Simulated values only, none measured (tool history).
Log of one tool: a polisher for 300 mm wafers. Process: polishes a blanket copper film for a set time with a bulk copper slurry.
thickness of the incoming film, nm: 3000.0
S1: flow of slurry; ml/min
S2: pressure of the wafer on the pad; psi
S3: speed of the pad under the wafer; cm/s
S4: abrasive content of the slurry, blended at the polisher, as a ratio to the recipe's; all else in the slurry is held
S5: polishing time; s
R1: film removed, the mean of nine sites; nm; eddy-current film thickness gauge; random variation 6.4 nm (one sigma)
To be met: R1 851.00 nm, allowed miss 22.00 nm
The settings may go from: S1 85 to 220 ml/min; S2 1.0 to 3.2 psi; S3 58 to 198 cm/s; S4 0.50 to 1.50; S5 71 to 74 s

run 1 hour=0.0 | S1=140 S2=2.1 S3=128 S4=1.00 S5=71 | R1=627.23
run 2 hour=3.1 | S1=140 S2=2.1 S3=128 S4=1.20 S5=71 | R1=658.90
run 3 hour=6.3 | S1=150 S2=2.2 S3=128 S4=1.20 S5=71 | R1=694.37
run 4 hour=14.2 | S1=150 S2=2.2 S3=112 S4=1.20 S5=71 | R1=599.33
run 5 hour=22.8 | S1=150 S2=2.2 S3=112 S4=1.10 S5=71 | R1=599.00
run 6 hour=31.7 | S1=160 S2=2.3 S3=112 S4=1.10 S5=71 | R1=624.09
run 7 hour=37.2 | S1=160 S2=2.5 S3=112 S4=1.10 S5=71 | R1=671.56
run 8 hour=39.2 | S1=165 S2=2.6 S3=112 S4=1.10 S5=71 | R1=704.25
run 9 hour=41.4 | S1=195 S2=3.0 S3=112 S4=1.10 S5=71 | R1=805.60

Which of these 4 next moves meets every target?
run A hour=43.6 | S1=190 S2=2.8 S3=114 S4=1.20 S5=72 | R1=?
run B hour=43.6 | S1=200 S2=3.0 S3=108 S4=1.15 S5=72 | R1=?
run C hour=43.6 | S1=190 S2=2.9 S3=118 S4=1.15 S5=73 | R1=?
run D hour=43.6 | S1=165 S2=2.4 S3=132 S4=1.00 S5=74 | R1=?

move=A R1=794.22
move=B R1=799.08
move=C R1=850.84
move=D R1=773.72
A: further off than the last run
B: further off than the last run
C: meets every target
D: further off than the last run
The right move is C.
